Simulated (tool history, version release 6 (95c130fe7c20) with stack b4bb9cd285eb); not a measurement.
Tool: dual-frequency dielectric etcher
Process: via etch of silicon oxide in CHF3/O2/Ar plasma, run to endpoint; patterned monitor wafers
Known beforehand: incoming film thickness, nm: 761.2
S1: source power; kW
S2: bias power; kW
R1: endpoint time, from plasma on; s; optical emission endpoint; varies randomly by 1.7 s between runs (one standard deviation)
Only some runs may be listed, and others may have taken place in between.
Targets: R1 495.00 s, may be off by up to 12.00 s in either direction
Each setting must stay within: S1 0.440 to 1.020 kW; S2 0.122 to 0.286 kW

{"run": 1, "hour": 0.0, "S1": 0.73, "S2": 0.204, "R1": 384.94}
{"run": 2, "hour": 8.2, "S1": 0.73, "S2": 0.19, "R1": 395.3}
{"run": 3, "hour": 14.9, "S1": 0.73, "S2": 0.224, "R1": 377.65}
{"run": 4, "hour": 16.5, "S1": 0.68, "S2": 0.208, "R1": 400.58}
{"run": 5, "hour": 23.1, "S1": 0.64, "S2": 0.203, "R1": 420.52}
{"run": 6, "hour": 24.1, "S1": 0.61, "S2": 0.201, "R1": 432.42}
{"hour": 31.8, "done": "wet clean of the chamber"}
{"run": 7, "hour": 31.8, "S1": 0.59, "S2": 0.2, "R1": 420.05}
{"run": 8, "hour": 39.6, "S1": 0.56, "S2": 0.188, "R1": 438.91}
{"run": 9, "hour": 43.4, "S1": 0.54, "S2": 0.179, "R1": 460.07}

5 candidate next runs follow, results not yet known. Just one meets every target within its allowed miss. Identify it.
{"run": "A", "hour": 47.2, "S1": 0.58, "S2": 0.191, "R1": "?"}
{"run": "B", "hour": 47.2, "S1": 0.56, "S2": 0.167, "R1": "?"}
{"run": "C", "hour": 47.2, "S1": 0.55, "S2": 0.165, "R1": "?"}
{"run": "D", "hour": 47.2, "S1": 0.5, "S2": 0.16, "R1": "?"}
{"run": "E", "hour": 47.2, "S1": 0.5, "S2": 0.201, "R1": "?"}

move=A R1=426.65
move=B R1=453.02
move=C R1=459.95
move=D R1=495.36
move=E R1=464.48
A: moves away from the targets compared with the last run
B: moves away from the targets compared with the last run
C: just as far off the targets as the last run
D: every result within its allowed miss
E: better than the last run, though not everything is in spec
Move D is the one to make.
